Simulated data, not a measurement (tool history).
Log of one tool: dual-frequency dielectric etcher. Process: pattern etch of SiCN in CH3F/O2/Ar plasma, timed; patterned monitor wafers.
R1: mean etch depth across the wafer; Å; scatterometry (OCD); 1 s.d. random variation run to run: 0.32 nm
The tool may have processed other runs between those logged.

Run 1, hour 0: source power (kW) 0.43, bias power (kW) 0.102, etch time (s) 97. Result: R1 416.52 Å.
Run 2, hour 7.6: source power (kW) 0.43, bias power (kW) 0.102, etch time (s) 97. Result: R1 411.62 Å.
Run 3, hour 9.3: source power (kW) 0.43, bias power (kW) 0.087, etch time (s) 97. Result: R1 392.67 Å.
Run 4, hour 10.3: source power (kW) 0.45, bias power (kW) 0.089, etch time (s) 97. Result: R1 405.21 Å.
Run 5, hour 15: source power (kW) 0.42, bias power (kW) 0.089, etch time (s) 97. Result: R1 389.82 Å.
At hour 18.8: bias power generator calibrated.
Run 6, hour 18.8: source power (kW) 0.49, bias power (kW) 0.089, etch time (s) 97. Result: R1 419.56 Å.

Predict the results of run 7:
Run 7, hour 26.2: source power (kW) 0.5, bias power (kW) 0.09, etch time (s) 97. Result: R1 ?.

Run 7 yielded R1 426.18 Å.
